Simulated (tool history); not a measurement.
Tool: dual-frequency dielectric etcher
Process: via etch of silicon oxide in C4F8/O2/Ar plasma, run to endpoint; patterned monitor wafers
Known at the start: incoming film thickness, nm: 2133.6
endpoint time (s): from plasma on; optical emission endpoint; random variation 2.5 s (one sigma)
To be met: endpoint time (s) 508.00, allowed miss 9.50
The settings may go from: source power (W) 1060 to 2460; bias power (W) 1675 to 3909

| run | hour | source power (W) | bias power (W) | endpoint time (s) |
|---|---|---|---|---|
| 1 | 0.0 | 1760 | 2792 | 391.06 |
| 2 | 3.2 | 1890 | 2792 | 379.44 |
| 3 | 11.1 | 1890 | 2539 | 394.37 |
| 4 | 12.4 | 1740 | 2410 | 413.20 |
| 5 | 16.1 | 1740 | 2102 | 434.59 |
| 6 | 19.6 | 1620 | 2064 | 451.80 |
| 7 | 26.3 | 1540 | 2046 | 459.20 |
| 8 | 31.4 | 1460 | 2027 | 471.11 |
| 9 | 38.6 | 1410 | 2015 | 476.86 |
| 10 | 41.6 | 1360 | 2004 | 488.28 |

4 next moves are on the table. One of them brings every result within its allowed miss. Which?
| A | 44.6 | 1280 | 1726 | ? |
| B | 44.6 | 1150 | 1824 | ? |
| C | 44.6 | 1320 | 1807 | ? |
| D | 44.6 | 1160 | 1897 | ? |

| move | endpoint time (s) |
|---|---|
| A | 522.08 |
| B | 532.35 |
| C | 507.30 |
| D | 522.86 |
A: takes the result that was furthest off past its target
B: takes the result that was furthest off past its target
C: meets every target
D: takes the result that was furthest off past its target
Answer: C
